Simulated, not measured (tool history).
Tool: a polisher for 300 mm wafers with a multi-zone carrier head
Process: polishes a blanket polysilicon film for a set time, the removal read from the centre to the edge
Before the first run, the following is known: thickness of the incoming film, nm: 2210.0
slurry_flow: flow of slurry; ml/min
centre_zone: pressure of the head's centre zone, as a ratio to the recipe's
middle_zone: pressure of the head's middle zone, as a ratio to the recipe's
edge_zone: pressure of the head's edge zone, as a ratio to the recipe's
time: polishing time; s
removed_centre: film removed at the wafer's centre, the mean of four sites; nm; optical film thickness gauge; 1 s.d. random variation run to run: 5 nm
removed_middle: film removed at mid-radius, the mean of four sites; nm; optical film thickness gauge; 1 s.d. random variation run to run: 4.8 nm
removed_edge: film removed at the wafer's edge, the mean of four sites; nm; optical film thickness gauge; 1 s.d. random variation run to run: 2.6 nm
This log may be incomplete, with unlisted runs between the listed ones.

{"run": 1, "hour": 0.0, "slurry_flow": 130, "centre_zone": 1, "middle_zone": 1, "edge_zone": 1, "time": 42, "removed_centre": 371.19, "removed_middle": 378.92, "removed_edge": 372.4}
{"run": 2, "hour": 0.6, "slurry_flow": 105, "centre_zone": 1, "middle_zone": 1, "edge_zone": 1, "time": 42, "removed_centre": 354.5, "removed_middle": 362.66, "removed_edge": 357.49}
{"run": 3, "hour": 3.6, "slurry_flow": 105, "centre_zone": 1, "middle_zone": 1.04, "edge_zone": 1, "time": 42, "removed_centre": 354.19, "removed_middle": 374.76, "removed_edge": 360.98}
{"run": 4, "hour": 11.6, "slurry_flow": 125, "centre_zone": 1, "middle_zone": 1.02, "edge_zone": 1.05, "time": 42, "removed_centre": 366.56, "removed_middle": 383.88, "removed_edge": 381.49}
{"run": 5, "hour": 14.1, "slurry_flow": 125, "centre_zone": 1, "middle_zone": 1.02, "edge_zone": 1.05, "time": 48, "removed_centre": 419.12, "removed_middle": 445.55, "removed_edge": 427.59}
{"run": 6, "hour": 20.3, "slurry_flow": 140, "centre_zone": 1, "middle_zone": 1.02, "edge_zone": 1.05, "time": 48, "removed_centre": 424.79, "removed_middle": 445.53, "removed_edge": 437.68}

What does the tool deliver on the next run?
{"run": 7, "hour": 29.1, "slurry_flow": 135, "centre_zone": 0.99, "middle_zone": 0.99, "edge_zone": 1.06, "time": 48, "removed_centre": "?", "removed_middle": "?", "removed_edge": "?"}

removed_centre: 426.49 nm
removed_middle: 435.22 nm
removed_edge: 435.87 nm
